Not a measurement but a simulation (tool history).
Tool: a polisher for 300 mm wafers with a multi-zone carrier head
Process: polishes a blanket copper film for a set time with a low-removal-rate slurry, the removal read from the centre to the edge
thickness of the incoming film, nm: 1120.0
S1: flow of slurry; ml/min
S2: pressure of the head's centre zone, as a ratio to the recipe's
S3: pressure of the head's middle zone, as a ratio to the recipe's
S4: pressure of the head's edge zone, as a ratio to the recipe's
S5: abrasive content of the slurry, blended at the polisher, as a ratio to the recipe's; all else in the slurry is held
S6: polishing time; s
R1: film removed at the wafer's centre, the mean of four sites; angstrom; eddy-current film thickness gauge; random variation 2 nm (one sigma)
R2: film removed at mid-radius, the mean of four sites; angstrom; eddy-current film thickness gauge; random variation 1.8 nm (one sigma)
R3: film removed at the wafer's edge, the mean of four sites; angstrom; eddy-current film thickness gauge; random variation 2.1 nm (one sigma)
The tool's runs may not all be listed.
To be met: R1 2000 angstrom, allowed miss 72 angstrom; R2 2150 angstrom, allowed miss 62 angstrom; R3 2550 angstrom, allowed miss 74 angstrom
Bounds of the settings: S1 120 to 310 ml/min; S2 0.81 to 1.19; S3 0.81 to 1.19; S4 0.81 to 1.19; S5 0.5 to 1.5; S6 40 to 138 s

{"run": 1, "hour": 0.0, "S1": 200, "S2": 1, "S3": 1, "S4": 1, "S5": 1, "S6": 88, "R1": 3157.6, "R2": 3093, "R3": 3116}
{"run": 2, "hour": 4.9, "S1": 185, "S2": 0.96, "S3": 0.97, "S4": 1.01, "S5": 0.9, "S6": 86, "R1": 2793.2, "R2": 2837.7, "R3": 2935.2}
{"run": 3, "hour": 7.0, "S1": 185, "S2": 0.96, "S3": 0.97, "S4": 1.01, "S5": 0.75, "S6": 86, "R1": 2718.3, "R2": 2754.9, "R3": 2869}
{"run": 4, "hour": 9.2, "S1": 185, "S2": 0.96, "S3": 0.97, "S4": 1.01, "S5": 0.65, "S6": 86, "R1": 2653.6, "R2": 2653.5, "R3": 2781.8}
{"hour": 13.3, "done": "worn pad replaced by a new one"}
{"run": 5, "hour": 13.3, "S1": 175, "S2": 0.93, "S3": 0.94, "S4": 1.01, "S5": 0.6, "S6": 86, "R1": 2694.7, "R2": 2755.7, "R3": 2937.9}
{"run": 6, "hour": 21.0, "S1": 170, "S2": 0.92, "S3": 0.93, "S4": 1.05, "S5": 0.6, "S6": 81, "R1": 2495.3, "R2": 2589.5, "R3": 2807.9}
{"run": 7, "hour": 25.0, "S1": 165, "S2": 0.9, "S3": 0.9, "S4": 1.06, "S5": 0.6, "S6": 77, "R1": 2358.5, "R2": 2344.4, "R3": 2685.1}
{"run": 8, "hour": 29.4, "S1": 165, "S2": 0.9, "S3": 0.9, "S4": 1.06, "S5": 0.6, "S6": 77, "R1": 2258.2, "R2": 2361.2, "R3": 2674.7}
{"run": 9, "hour": 33.8, "S1": 165, "S2": 0.89, "S3": 0.89, "S4": 1.05, "S5": 0.6, "S6": 76, "R1": 2282.1, "R2": 2264.9, "R3": 2626.5}
{"run": 10, "hour": 42.2, "S1": 160, "S2": 0.87, "S3": 0.89, "S4": 1.06, "S5": 0.6, "S6": 75, "R1": 2168, "R2": 2227.7, "R3": 2602}
{"run": 11, "hour": 48.6, "S1": 160, "S2": 0.87, "S3": 0.89, "S4": 1.06, "S5": 0.6, "S6": 75, "R1": 2179.6, "R2": 2274.5, "R3": 2610.1}
{"run": 12, "hour": 52.3, "S1": 155, "S2": 0.86, "S3": 0.88, "S4": 1.06, "S5": 0.6, "S6": 75, "R1": 2105.3, "R2": 2218.6, "R3": 2637.4}
{"run": 13, "hour": 60.1, "S1": 155, "S2": 0.86, "S3": 0.88, "S4": 1.06, "S5": 0.6, "S6": 75, "R1": 2154.4, "R2": 2213.8, "R3": 2577.7}
{"run": 14, "hour": 65.0, "S1": 130, "S2": 0.81, "S3": 0.87, "S4": 1.07, "S5": 0.6, "S6": 75, "R1": 1881.8, "R2": 2094.6, "R3": 2534.5}
{"run": 15, "hour": 71.2, "S1": 135, "S2": 0.81, "S3": 0.87, "S4": 1.06, "S5": 0.6, "S6": 75, "R1": 1905.2, "R2": 2142.1, "R3": 2559.4}

4 next moves are on the table. One of them brings every result within its allowed miss. Which?
{"run": "A", "hour": 77.4, "S1": 145, "S2": 0.87, "S3": 0.81, "S4": 1.06, "S5": 0.5, "S6": 77, "R1": "?", "R2": "?", "R3": "?"}
{"run": "B", "hour": 77.4, "S1": 120, "S2": 0.9, "S3": 0.87, "S4": 1.19, "S5": 0.7, "S6": 71, "R1": "?", "R2": "?", "R3": "?"}
{"run": "C", "hour": 77.4, "S1": 140, "S2": 0.94, "S3": 0.85, "S4": 1.1, "S5": 0.55, "S6": 71, "R1": "?", "R2": "?", "R3": "?"}
{"run": "D", "hour": 77.4, "S1": 120, "S2": 0.89, "S3": 0.93, "S4": 1.14, "S5": 0.65, "S6": 73, "R1": "?", "R2": "?", "R3": "?"}

move=A R1=2102.3 R2=2039.6 R3=2541.6
move=B R1=2009 R2=2009.8 R3=2542.2
move=C R1=2109.9 R2=1970.3 R3=2410.1
move=D R1=2016.6 R2=2155.7 R3=2520.6
A: takes the result that was furthest off past its target
B: brings the result that was furthest off to its target, and leaves another outside
C: takes the result that was furthest off past its target
D: meets every target
Answer: D

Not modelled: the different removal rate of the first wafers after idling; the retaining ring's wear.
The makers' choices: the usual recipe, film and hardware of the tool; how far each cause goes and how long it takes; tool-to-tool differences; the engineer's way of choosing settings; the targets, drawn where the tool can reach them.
